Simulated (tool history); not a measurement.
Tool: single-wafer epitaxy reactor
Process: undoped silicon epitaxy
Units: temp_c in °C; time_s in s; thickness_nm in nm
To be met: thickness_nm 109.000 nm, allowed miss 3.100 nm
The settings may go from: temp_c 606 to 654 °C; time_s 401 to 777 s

| run | hour | temp_c | time_s | thickness_nm |
|---|---|---|---|---|
| 1 | 0.0 | 630 | 589 | 74.463 |
| 2 | 5.8 | 630 | 516 | 66.040 |
| 3 | 9.6 | 630 | 487 | 61.956 |
| 4 | 14.9 | 636 | 491 | 70.637 |
| 5 | 17.2 | 640 | 501 | 77.881 |
| 6 | 24.5 | 631 | 501 | 64.896 |
| 7 | 30.9 | 636 | 509 | 72.529 |
| 8 | 31.6 | 640 | 518 | 80.198 |
| 9 | 34.7 | 643 | 523 | 85.572 |

Which of these 4 next moves meets every target?
| A | 37.8 | 652 | 558 | ? |
| B | 37.8 | 640 | 503 | ? |
| C | 37.8 | 633 | 454 | ? |
| D | 37.8 | 637 | 483 | ? |

| move | thickness_nm |
|---|---|
| A | 109.130 |
| B | 78.073 |
| C | 61.428 |
| D | 70.701 |
A: meets every target
B: further off than the last run
C: further off than the last run
D: further off than the last run
Answer: A

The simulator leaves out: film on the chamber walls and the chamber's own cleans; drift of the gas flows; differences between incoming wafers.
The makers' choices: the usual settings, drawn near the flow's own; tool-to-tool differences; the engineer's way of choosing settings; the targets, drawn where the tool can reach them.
